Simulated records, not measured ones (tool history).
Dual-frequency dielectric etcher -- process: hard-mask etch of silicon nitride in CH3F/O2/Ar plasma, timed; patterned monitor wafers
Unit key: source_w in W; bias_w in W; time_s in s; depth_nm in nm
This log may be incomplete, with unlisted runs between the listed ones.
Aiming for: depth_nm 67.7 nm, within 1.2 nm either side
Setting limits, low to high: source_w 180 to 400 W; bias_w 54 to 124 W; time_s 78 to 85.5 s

run,hour,source_w,bias_w,time_s,depth_nm
1,0,290,89,85.5,56.965
2,7.6,270,89,85.5,55.593
3,16.4,280,90,85.5,56.384
4,23.8,290,91,85.5,57.569
5,28.7,320,91,85.5,59.715
6,32.7,330,92,85.5,60.532
7,38.3,340,93,85.5,61.49
8,40.2,350,94,85.5,62.436
9,44.2,350,95,85.5,62.686
10,52.3,350,96,85.5,63.018
11,55.1,350,97,85.5,63.166
12,60,380,100,85.5,66.342

Of the 4 settings listed for the next run, only one would bring every result within its allowed miss of target. Which one?
A,64.9,370,103,84,?
B,64.9,400,100,85.5,?
C,64.9,400,107,79.5,?
D,64.9,390,100,83.5,?

move,depth_nm
A,65.071
B,67.437
C,64.345
D,65.235
A: moves away from the targets compared with the last run
B: all results land within tolerance of their targets
C: moves away from the targets compared with the last run
D: moves away from the targets compared with the last run
B is the move that brings every result within its allowed miss.
